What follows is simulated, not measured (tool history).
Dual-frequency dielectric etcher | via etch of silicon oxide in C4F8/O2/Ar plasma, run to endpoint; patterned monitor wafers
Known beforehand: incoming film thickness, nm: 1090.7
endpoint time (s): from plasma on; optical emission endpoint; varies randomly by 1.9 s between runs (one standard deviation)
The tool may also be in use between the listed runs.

| run | hour | source power (W) | bias power (W) | endpoint time (s) |
|---|---|---|---|---|
| 1 | 0 | 2230 | 1480 | 227.23 |
| 2 | 2.1 | 2150 | 1464 | 229.24 |
| 3 | 4.8 | 2080 | 1437 | 234.42 |
| 4 | 12.1 | 1910 | 1437 | 237.57 |
| 5 | 13.8 | 1860 | 1405 | 243.02 |
| 6 | 16.8 | 1820 | 1389 | 243.99 |

Expected results for the next run?
| 7 | 20.8 | 1370 | 1236 | ? |

endpoint time (s): 277.05

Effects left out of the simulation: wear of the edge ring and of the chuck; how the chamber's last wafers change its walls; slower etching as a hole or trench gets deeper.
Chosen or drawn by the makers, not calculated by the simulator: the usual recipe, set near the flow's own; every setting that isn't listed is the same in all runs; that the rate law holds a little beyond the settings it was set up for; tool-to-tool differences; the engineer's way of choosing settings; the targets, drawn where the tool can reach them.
